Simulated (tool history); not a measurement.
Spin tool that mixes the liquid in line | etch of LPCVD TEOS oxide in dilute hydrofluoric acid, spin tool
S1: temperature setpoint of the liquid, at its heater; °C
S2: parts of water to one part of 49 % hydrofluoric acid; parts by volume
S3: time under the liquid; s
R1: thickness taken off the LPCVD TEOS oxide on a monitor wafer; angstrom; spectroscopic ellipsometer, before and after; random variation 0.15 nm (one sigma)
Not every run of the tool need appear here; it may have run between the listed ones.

run 1 hour=0.0 | S1=23 S2=75 S3=120 | R1=638.75
run 2 hour=8.8 | S1=21 S2=85 S3=120 | R1=510.38
run 3 hour=11.1 | S1=20 S2=90 S3=120 | R1=458.95
run 4 hour=16.8 | S1=17 S2=90 S3=120 | R1=406.35
run 5 hour=18.3 | S1=17 S2=90 S3=130 | R1=438.18
run 6 hour=22.7 | S1=17 S2=95 S3=130 | R1=415.07

What does the tool deliver on the next run?
run 7 hour=25.2 | S1=17 S2=95 S3=130 | R1=?

{"run 7": {"R1": 418.03}}
